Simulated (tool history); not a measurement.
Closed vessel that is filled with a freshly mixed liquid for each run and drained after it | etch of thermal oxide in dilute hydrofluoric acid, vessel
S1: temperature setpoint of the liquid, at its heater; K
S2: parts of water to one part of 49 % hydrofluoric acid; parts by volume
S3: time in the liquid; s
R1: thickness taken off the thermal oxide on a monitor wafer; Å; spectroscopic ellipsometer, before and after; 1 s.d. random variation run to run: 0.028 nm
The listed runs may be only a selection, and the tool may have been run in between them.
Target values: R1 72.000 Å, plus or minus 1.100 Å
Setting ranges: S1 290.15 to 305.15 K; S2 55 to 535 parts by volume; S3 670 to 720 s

Run 1, hour 0.0: S1 297.15 K, S2 295 parts by volume, S3 670 s. Result: R1 92.561 Å.
Run 2, hour 6.6: S1 299.65 K, S2 295 parts by volume, S3 670 s. Result: R1 101.160 Å.
Run 3, hour 12.5: S1 298.15 K, S2 295 parts by volume, S3 670 s. Result: R1 95.341 Å.
Run 4, hour 19.4: S1 298.15 K, S2 210 parts by volume, S3 670 s. Result: R1 147.800 Å.
Run 5, hour 26.7: S1 298.15 K, S2 275 parts by volume, S3 670 s. Result: R1 104.160 Å.
Run 6, hour 35.6: S1 296.65 K, S2 280 parts by volume, S3 670 s. Result: R1 97.512 Å.
Run 7, hour 36.6: S1 295.65 K, S2 285 parts by volume, S3 670 s. Result: R1 92.065 Å.
Run 8, hour 43.3: S1 294.65 K, S2 285 parts by volume, S3 670 s. Result: R1 88.651 Å.
Run 9, hour 47.3: S1 293.65 K, S2 285 parts by volume, S3 670 s. Result: R1 84.601 Å.
Run 10, hour 51.2: S1 293.15 K, S2 285 parts by volume, S3 670 s. Result: R1 84.062 Å.
Run 11, hour 57.6: S1 292.65 K, S2 285 parts by volume, S3 670 s. Result: R1 82.093 Å.
Run 12, hour 62.1: S1 292.15 K, S2 285 parts by volume, S3 670 s. Result: R1 80.808 Å.
Run 13, hour 66.8: S1 290.15 K, S2 300 parts by volume, S3 670 s. Result: R1 69.930 Å.

Below are 4 possible settings for the next run. Only one of them brings all results inside the allowed miss of their targets. Which is it?
Run A, hour 71.5: S1 290.65 K, S2 290 parts by volume, S3 670 s. Result: R1 ?.
Run B, hour 71.5: S1 290.15 K, S2 305 parts by volume, S3 670 s. Result: R1 ?.
Run C, hour 71.5: S1 290.15 K, S2 310 parts by volume, S3 720 s. Result: R1 ?.
Run D, hour 71.5: S1 290.15 K, S2 285 parts by volume, S3 670 s. Result: R1 ?.

move      R1
   A  74.269
   B  68.425
   C  72.045
   D  74.465
A: carries the result that was furthest off beyond its target, to the other side
B: the biggest miss grows against the last run
C: every result within its allowed miss
D: carries the result that was furthest off beyond its target, to the other side
The right move is C.
